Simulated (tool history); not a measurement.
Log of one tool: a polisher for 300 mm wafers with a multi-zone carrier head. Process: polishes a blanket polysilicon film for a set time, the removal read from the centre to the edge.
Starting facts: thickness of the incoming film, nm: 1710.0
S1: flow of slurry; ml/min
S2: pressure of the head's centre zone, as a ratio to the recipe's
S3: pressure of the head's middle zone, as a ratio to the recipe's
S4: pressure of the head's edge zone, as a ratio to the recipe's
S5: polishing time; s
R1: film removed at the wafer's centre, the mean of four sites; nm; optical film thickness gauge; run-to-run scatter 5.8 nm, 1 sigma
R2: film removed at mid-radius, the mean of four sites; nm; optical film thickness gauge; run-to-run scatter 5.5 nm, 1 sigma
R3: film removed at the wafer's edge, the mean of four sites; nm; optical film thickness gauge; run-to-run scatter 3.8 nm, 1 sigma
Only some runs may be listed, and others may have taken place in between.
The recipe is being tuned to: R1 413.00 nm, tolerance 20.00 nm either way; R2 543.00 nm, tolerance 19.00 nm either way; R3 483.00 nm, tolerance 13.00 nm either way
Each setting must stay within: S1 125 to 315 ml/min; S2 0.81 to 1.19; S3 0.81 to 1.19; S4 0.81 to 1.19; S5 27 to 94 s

{"run": 1, "hour": 0.0, "S1": 205, "S2": 1.0, "S3": 1.0, "S4": 1.0, "S5": 60, "R1": 348.13, "R2": 351.97, "R3": 354.23}
{"run": 2, "hour": 5.6, "S1": 215, "S2": 0.98, "S3": 1.03, "S4": 1.02, "S5": 63, "R1": 355.38, "R2": 385.76, "R3": 376.92}
{"run": 3, "hour": 13.6, "S1": 215, "S2": 0.94, "S3": 1.03, "S4": 1.02, "S5": 63, "R1": 359.99, "R2": 387.76, "R3": 371.53}
{"run": 4, "hour": 19.4, "S1": 215, "S2": 1.02, "S3": 1.03, "S4": 1.02, "S5": 63, "R1": 382.67, "R2": 382.96, "R3": 376.21}
{"run": 5, "hour": 24.1, "S1": 215, "S2": 1.02, "S3": 1.03, "S4": 1.02, "S5": 53, "R1": 325.0, "R2": 326.49, "R3": 316.7}
{"run": 6, "hour": 32.0, "S1": 215, "S2": 0.99, "S3": 1.05, "S4": 1.04, "S5": 57, "R1": 342.04, "R2": 351.65, "R3": 348.62}
{"run": 7, "hour": 39.1, "S1": 225, "S2": 0.96, "S3": 1.08, "S4": 1.05, "S5": 60, "R1": 353.58, "R2": 387.4, "R3": 370.52}
{"run": 8, "hour": 43.2, "S1": 235, "S2": 0.94, "S3": 1.1, "S4": 1.06, "S5": 62, "R1": 364.87, "R2": 405.26, "R3": 382.41}
{"run": 9, "hour": 48.8, "S1": 235, "S2": 0.92, "S3": 1.12, "S4": 1.07, "S5": 64, "R1": 364.94, "R2": 423.95, "R3": 395.17}
{"run": 10, "hour": 50.3, "S1": 240, "S2": 0.91, "S3": 1.13, "S4": 1.08, "S5": 66, "R1": 367.93, "R2": 446.55, "R3": 414.13}
{"run": 11, "hour": 58.7, "S1": 240, "S2": 0.91, "S3": 1.13, "S4": 1.08, "S5": 66, "R1": 363.2, "R2": 442.28, "R3": 413.74}

Which of these 4 next moves meets every target?
{"run": "A", "hour": 67.1, "S1": 255, "S2": 1.11, "S3": 0.95, "S4": 1.15, "S5": 58, "R1": "?", "R2": "?", "R3": "?"}
{"run": "B", "hour": 67.1, "S1": 195, "S2": 0.83, "S3": 1.11, "S4": 1.12, "S5": 85, "R1": "?", "R2": "?", "R3": "?"}
{"run": "C", "hour": 67.1, "S1": 250, "S2": 1.12, "S3": 0.95, "S4": 1.09, "S5": 60, "R1": "?", "R2": "?", "R3": "?"}
{"run": "D", "hour": 67.1, "S1": 255, "S2": 0.87, "S3": 1.17, "S4": 1.06, "S5": 77, "R1": "?", "R2": "?", "R3": "?"}

move=A R1=394.10 R2=335.66 R3=374.02
move=B R1=414.16 R2=542.04 R3=525.06
move=C R1=410.31 R2=346.43 R3=375.81
move=D R1=409.92 R2=532.78 R3=475.06
A: misses by more than the last run did
B: takes the biggest miss from the last run beyond its target
C: misses by more than the last run did
D: every result lands within tolerance
Correct choice: D, which meets every target

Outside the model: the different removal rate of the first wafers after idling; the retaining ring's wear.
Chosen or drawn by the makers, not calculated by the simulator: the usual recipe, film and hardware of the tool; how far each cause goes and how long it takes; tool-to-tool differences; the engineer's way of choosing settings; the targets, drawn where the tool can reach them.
